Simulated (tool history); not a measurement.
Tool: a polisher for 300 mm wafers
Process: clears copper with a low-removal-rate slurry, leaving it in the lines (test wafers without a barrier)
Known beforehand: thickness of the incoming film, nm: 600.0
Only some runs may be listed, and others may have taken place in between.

run,hour,flow of slurry (ml/min),pressure of the wafer on the pad (psi),speed of the pad under the wafer (m/s),abrasive content of the slurry,overpolish time after the end point (s),time until the end point was called (s),dishing of a wide line in a test structure (angstrom)
1,0,205,3.9,1.06,1,20,118.68,580.91
2,4.1,170,3.9,1.06,1,20,122.54,560.58
3,8.4,170,3.9,1.22,1,20,105.77,606.07
4,10.9,170,3.9,1.22,1.1,20,101.7,623.09
5,15.5,170,3.9,1.06,1.1,20,120.78,549.9
6,24.4,130,3.9,1.06,1.1,20,120.89,560.78

Run 7 is up next; what results do you expect?
7,26.2,130,4.2,1.06,1.1,22,?,?

For run 7 the tool returned time until the end point was called (s) 114.84, dishing of a wide line in a test structure (angstrom) 649.79.
